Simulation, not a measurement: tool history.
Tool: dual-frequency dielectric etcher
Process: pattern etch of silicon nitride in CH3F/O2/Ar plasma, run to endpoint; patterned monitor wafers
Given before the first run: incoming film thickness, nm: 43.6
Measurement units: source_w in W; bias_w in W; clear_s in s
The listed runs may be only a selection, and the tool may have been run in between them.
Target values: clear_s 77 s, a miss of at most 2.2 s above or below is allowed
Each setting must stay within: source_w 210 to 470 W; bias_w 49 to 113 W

| run | day | source_w | bias_w | clear_s |
|---|---|---|---|---|
| 1 | 0 | 340 | 81 | 64.451 |
| 2 | 0.108 | 340 | 70 | 68.463 |
| 3 | 0.196 | 340 | 82 | 64.095 |
| 4 | 0.396 | 320 | 79 | 66.111 |
| 5 | 0.604 | 310 | 76 | 68.07 |
| 6 | 0.975 | 300 | 74 | 69.965 |
| 7 | 1.008 | 290 | 73 | 70.405 |
| 8 | 1.246 | 290 | 73 | 70.354 |
| 9 | 1.575 | 280 | 71 | 72.106 |

Which one of the following 4 next-run settings gets every result inside its allowed miss? There is exactly one.
| A | 1.904 | 320 | 64 | ? |
| B | 1.904 | 270 | 55 | ? |
| C | 1.904 | 270 | 61 | ? |
| D | 1.904 | 250 | 53 | ? |

| move | clear_s |
|---|---|
| A | 72.283 |
| B | 80.932 |
| C | 77.561 |
| D | 84.049 |
A: about as far from the targets as the last run
B: moves the result that the last run missed by most past its target, out the other side
C: every result lands within tolerance
D: moves the result that the last run missed by most past its target, out the other side
C is the move that brings every result within its allowed miss.
